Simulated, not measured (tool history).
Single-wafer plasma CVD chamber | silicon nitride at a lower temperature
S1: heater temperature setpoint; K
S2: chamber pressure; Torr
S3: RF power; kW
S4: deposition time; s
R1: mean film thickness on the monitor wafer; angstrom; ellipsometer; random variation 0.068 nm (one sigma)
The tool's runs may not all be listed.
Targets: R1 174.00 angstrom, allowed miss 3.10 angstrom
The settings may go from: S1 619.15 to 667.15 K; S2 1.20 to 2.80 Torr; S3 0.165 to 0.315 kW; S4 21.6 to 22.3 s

| run | hour | S1 | S2 | S3 | S4 | R1 |
|---|---|---|---|---|---|---|
| 1 | 0.0 | 643.15 | 2.00 | 0.240 | 21.6 | 228.98 |
| 2 | 5.6 | 651.15 | 2.00 | 0.240 | 21.6 | 229.27 |
| 3 | 9.3 | 651.15 | 2.00 | 0.265 | 21.6 | 248.29 |
| 4 | 15.9 | 651.15 | 1.86 | 0.250 | 21.6 | 231.61 |
| 5 | 19.6 | 651.15 | 2.22 | 0.250 | 21.6 | 239.51 |
| 6 | 26.9 | 651.15 | 2.22 | 0.240 | 21.6 | 231.92 |
| 7 | 32.2 | 651.15 | 2.10 | 0.225 | 21.6 | 215.79 |
| 8 | 40.8 | 651.15 | 1.97 | 0.215 | 21.6 | 206.40 |
| 9 | 49.4 | 651.15 | 1.86 | 0.210 | 21.6 | 198.32 |
| 10 | 56.7 | 651.15 | 1.75 | 0.205 | 21.6 | 191.41 |
|  | 63.8 | capacitance manometer re-zeroed and calibrated |
| 11 | 63.8 | 651.15 | 1.65 | 0.205 | 21.6 | 189.50 |
| 12 | 66.2 | 651.15 | 1.57 | 0.205 | 21.6 | 187.79 |

Which of these 5 next moves meets every target?
| A | 68.6 | 631.15 | 1.50 | 0.220 | 21.6 | ? |
| B | 68.6 | 651.15 | 1.39 | 0.205 | 21.6 | ? |
| C | 68.6 | 651.15 | 1.23 | 0.190 | 21.6 | ? |
| D | 68.6 | 641.15 | 1.39 | 0.195 | 21.6 | ? |
| E | 68.6 | 648.15 | 1.20 | 0.215 | 22.3 | ? |

| move | R1 |
|---|---|
| A | 199.74 |
| B | 183.27 |
| C | 166.77 |
| D | 175.19 |
| E | 193.62 |
A: further off than the last run
B: nearer than the last run, and not there yet
C: takes the result that was furthest off past its target
D: meets every target
E: further off than the last run
Move D is the one to make.
